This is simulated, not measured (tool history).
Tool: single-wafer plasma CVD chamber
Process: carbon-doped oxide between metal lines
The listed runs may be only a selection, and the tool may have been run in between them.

run  hour  heater temperature setpoint (K)  chamber pressure (mTorr)  RF power (W)  deposition time (s)  mean film thickness on the monitor wafer (nm)
  1     0                           633.15                      4070           485                 24.7                                         118.72
  2   1.6                           633.15                      3440           485                 24.7                                         117.32
  3   5.8                           644.15                      3440           485                 24.7                                         114.36
  4   8.7                           639.15                      3810           500                 24.7                                          118.5
  5  12.9                           639.15                      3370           500                 24.7                                         117.14
  6  19.8                           635.15                      3730           515                 24.7                                         119.78
  7  28.5                           633.15                      3980           540                 24.7                                         125.16

The next listed run, before its measurement:
  8  31.4                           630.15                      4140           545                 24.7                                              ?

{"run 8": {"mean film thickness on the monitor wafer (nm)": 126.96}}

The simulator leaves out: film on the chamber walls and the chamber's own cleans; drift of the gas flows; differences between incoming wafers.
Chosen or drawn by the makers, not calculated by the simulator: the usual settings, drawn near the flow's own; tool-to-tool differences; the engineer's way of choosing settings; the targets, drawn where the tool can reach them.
